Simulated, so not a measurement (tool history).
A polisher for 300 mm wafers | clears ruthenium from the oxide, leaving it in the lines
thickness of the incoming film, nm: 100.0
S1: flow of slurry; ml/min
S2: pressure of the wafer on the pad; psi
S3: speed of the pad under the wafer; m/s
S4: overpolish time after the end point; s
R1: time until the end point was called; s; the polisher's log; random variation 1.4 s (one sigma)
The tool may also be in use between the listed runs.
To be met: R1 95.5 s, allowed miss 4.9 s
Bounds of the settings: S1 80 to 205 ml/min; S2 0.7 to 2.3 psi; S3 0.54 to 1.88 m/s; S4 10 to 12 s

Run 1, hour 0: S1 135 ml/min, S2 1.5 psi, S3 1.2 m/s, S4 12 s. Result: R1 134.94 s.
Run 2, hour 2.2: S1 135 ml/min, S2 1.6 psi, S3 1.2 m/s, S4 12 s. Result: R1 123.29 s.
Run 3, hour 5.3: S1 135 ml/min, S2 1.7 psi, S3 1.2 m/s, S4 12 s. Result: R1 119.17 s.
Run 4, hour 11.4: S1 135 ml/min, S2 1.9 psi, S3 1.2 m/s, S4 12 s. Result: R1 110.06 s.
Run 5, hour 17.5: S1 135 ml/min, S2 1.6 psi, S3 1.2 m/s, S4 12 s. Result: R1 123.41 s.
Run 6, hour 22.8: S1 135 ml/min, S2 1.7 psi, S3 1.22 m/s, S4 12 s. Result: R1 117.48 s.
Run 7, hour 28.6: S1 135 ml/min, S2 1.8 psi, S3 1.22 m/s, S4 12 s. Result: R1 114.62 s.
Run 8, hour 35.5: S1 135 ml/min, S2 1.9 psi, S3 1.24 m/s, S4 12 s. Result: R1 105.36 s.
Run 9, hour 43.1: S1 135 ml/min, S2 2 psi, S3 1.24 m/s, S4 12 s. Result: R1 103.47 s.

5 next moves are on the table. One of them brings every result within its allowed miss. Which?
Run A, hour 50.7: S1 130 ml/min, S2 1.9 psi, S3 1.4 m/s, S4 11 s. Result: R1 ?.
Run B, hour 50.7: S1 115 ml/min, S2 1.8 psi, S3 1.34 m/s, S4 12 s. Result: R1 ?.
Run C, hour 50.7: S1 170 ml/min, S2 1.9 psi, S3 1.18 m/s, S4 10 s. Result: R1 ?.
Run D, hour 50.7: S1 140 ml/min, S2 1.5 psi, S3 1.32 m/s, S4 12 s. Result: R1 ?.
Run E, hour 50.7: S1 130 ml/min, S2 1.7 psi, S3 1.22 m/s, S4 10 s. Result: R1 ?.

move      R1
   A   95.46
   B  106.33
   C  108.03
   D  120.01
   E  119.15
A: meets every target
B: further off than the last run
C: further off than the last run
D: further off than the last run
E: further off than the last run
The right move is A.
